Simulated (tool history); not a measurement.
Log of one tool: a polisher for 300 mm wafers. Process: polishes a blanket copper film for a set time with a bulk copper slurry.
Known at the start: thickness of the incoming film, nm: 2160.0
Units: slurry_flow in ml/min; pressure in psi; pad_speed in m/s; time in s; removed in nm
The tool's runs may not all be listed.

run	hour	slurry_flow	pressure	pad_speed	slurry_solids	time	removed
1	0.0	250	2.2	1.26	1.0	55	565.36
2	7.0	250	2.2	1.26	1.0	55	563.27
3	14.9	250	2.6	1.26	1.0	55	640.46
4	21.3	250	2.7	1.26	1.0	55	670.31
5	29.1	250	3.0	1.26	1.0	55	744.24
6	31.6	250	3.0	1.06	1.0	55	614.12

Forecast run 7:
7	35.3	250	3.1	1.06	1.0	55	?

Run 7 gave removed 639.37 nm.
